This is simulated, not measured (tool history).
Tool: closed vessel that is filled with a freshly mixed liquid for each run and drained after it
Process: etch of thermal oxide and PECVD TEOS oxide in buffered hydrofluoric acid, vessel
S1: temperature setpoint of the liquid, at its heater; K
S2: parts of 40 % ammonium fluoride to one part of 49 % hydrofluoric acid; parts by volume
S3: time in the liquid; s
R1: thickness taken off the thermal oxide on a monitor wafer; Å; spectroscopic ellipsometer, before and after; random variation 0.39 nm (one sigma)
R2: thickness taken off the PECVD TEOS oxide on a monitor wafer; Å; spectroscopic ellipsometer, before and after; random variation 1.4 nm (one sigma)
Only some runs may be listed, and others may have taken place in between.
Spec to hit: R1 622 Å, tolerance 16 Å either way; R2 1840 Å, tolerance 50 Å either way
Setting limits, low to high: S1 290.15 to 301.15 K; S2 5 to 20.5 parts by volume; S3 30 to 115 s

run  hour      S1    S2  S3      R1      R2
  1     0  293.15  12.5  60  487.85  1453.9
  2   2.4  290.15  12.5  60  410.18  1215.4
  3   3.7  290.15    14  60  364.47  1075.1
  4     6  291.15    14  60  388.65  1138.9
  5   8.1  292.15    14  60  411.29  1200.4
  6   9.9  292.65    14  60  422.96  1246.3
  7  16.6  293.15    14  60  432.61  1288.9
  8  19.3  293.65    14  60  449.41  1308.4
  9  24.7  297.65    13  60  601.77  1771.9

5 candidate next runs follow, results not yet known. Just one meets every target within its allowed miss. Identify it.
  A  30.1  294.15    12  70   ?   ?
  B  30.1  293.65     5  30   ?   ?
  C  30.1  294.15  11.5  60   ?   ?
  D  30.1  295.15   7.5  40   ?   ?
  E  30.1  294.65    17  90   ?   ?

move      R1      R2
   A   627.7  1843.6
   B  584.85  1717.8
   C  560.88  1647.4
   D  589.72  1732.1
   E  589.39  1731.1
A: all results land within tolerance of their targets
B: the biggest miss grows against the last run
C: the biggest miss grows against the last run
D: the biggest miss grows against the last run
E: the biggest miss grows against the last run
The right move is A.

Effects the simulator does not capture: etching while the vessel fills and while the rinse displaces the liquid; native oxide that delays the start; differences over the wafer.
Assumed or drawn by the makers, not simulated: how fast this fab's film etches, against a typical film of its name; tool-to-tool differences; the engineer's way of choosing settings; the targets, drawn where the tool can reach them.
